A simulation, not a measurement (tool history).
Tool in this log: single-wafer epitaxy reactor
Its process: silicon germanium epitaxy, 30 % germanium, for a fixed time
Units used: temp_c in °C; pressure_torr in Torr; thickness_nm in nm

run	day	temp_c	pressure_torr	thickness_nm
1	0	605	18.1	61.6
2	0.246	605	20.1	64.539
3	0.362	609	20.2	69.021
4	0.55	612	20.3	73.069
5	0.679	604	20.3	63.786
6	1.046	604	21.5	65.706
7	1.104	604	21.5	65.314
8	1.367	608	21.6	70.115
9	1.696	611	21.6	73.861

Expected results for the next run?
10	1.767	613	21.6	?

{"run 10": {"thickness_nm": 75.838}}

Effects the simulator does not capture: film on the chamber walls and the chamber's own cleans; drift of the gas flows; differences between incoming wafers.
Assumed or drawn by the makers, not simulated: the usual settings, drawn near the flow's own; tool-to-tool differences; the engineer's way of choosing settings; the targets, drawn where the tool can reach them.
